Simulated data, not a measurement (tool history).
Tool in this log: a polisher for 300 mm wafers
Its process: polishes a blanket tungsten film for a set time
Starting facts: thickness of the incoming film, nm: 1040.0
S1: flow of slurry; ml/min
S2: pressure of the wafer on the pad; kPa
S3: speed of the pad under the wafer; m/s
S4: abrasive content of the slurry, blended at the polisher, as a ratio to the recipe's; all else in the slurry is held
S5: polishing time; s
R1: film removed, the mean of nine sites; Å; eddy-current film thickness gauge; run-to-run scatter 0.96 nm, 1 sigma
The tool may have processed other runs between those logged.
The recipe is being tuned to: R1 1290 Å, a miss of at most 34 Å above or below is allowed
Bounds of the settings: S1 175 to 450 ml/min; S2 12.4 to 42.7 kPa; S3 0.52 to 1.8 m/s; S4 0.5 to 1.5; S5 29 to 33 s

{"run": 1, "hour": 0.0, "S1": 290, "S2": 27.6, "S3": 1.16, "S4": 1, "S5": 33, "R1": 2041.7}
{"run": 2, "hour": 5.4, "S1": 290, "S2": 27.6, "S3": 1.16, "S4": 1, "S5": 29, "R1": 1794.4}
{"run": 3, "hour": 12.4, "S1": 325, "S2": 27.6, "S3": 1.16, "S4": 1, "S5": 29, "R1": 1788.6}
{"run": 4, "hour": 15.9, "S1": 355, "S2": 27.6, "S3": 1.16, "S4": 1, "S5": 29, "R1": 1825.1}
{"run": 5, "hour": 23.6, "S1": 355, "S2": 24.8, "S3": 1.16, "S4": 1, "S5": 29, "R1": 1670.3}
{"run": 6, "hour": 29.1, "S1": 355, "S2": 22.8, "S3": 1.16, "S4": 1, "S5": 29, "R1": 1572.1}
{"run": 7, "hour": 32.6, "S1": 355, "S2": 21.4, "S3": 1.16, "S4": 1, "S5": 29, "R1": 1459.9}
{"run": 8, "hour": 37.8, "S1": 355, "S2": 20.7, "S3": 1.16, "S4": 1, "S5": 29, "R1": 1439.1}
{"run": 9, "hour": 46.8, "S1": 355, "S2": 20, "S3": 1.16, "S4": 1, "S5": 29, "R1": 1394.6}
{"run": 10, "hour": 54.4, "S1": 355, "S2": 19.3, "S3": 1.16, "S4": 1, "S5": 29, "R1": 1359.7}

Consider the 5 candidate settings below. Which is the only one whose results all fall within their allowed miss of target?
{"run": "A", "hour": 62.0, "S1": 335, "S2": 17.9, "S3": 1.14, "S4": 1.15, "S5": 29, "R1": "?"}
{"run": "B", "hour": 62.0, "S1": 325, "S2": 17.2, "S3": 1.28, "S4": 1.05, "S5": 29, "R1": "?"}
{"run": "C", "hour": 62.0, "S1": 390, "S2": 18.6, "S3": 1.26, "S4": 1.05, "S5": 30, "R1": "?"}
{"run": "D", "hour": 62.0, "S1": 405, "S2": 15.9, "S3": 1.18, "S4": 1, "S5": 29, "R1": "?"}
{"run": "E", "hour": 62.0, "S1": 305, "S2": 25.5, "S3": 0.88, "S4": 0.8, "S5": 29, "R1": "?"}

move=A R1=1286.6
move=B R1=1366.3
move=C R1=1501.4
move=D R1=1192.1
move=E R1=1233.7
A: all results land within tolerance of their targets
B: misses by more than the last run did
C: misses by more than the last run did
D: the result that was furthest off in the last run now lies on the other side of its target
E: the result that was furthest off in the last run now lies on the other side of its target
A meets every target.
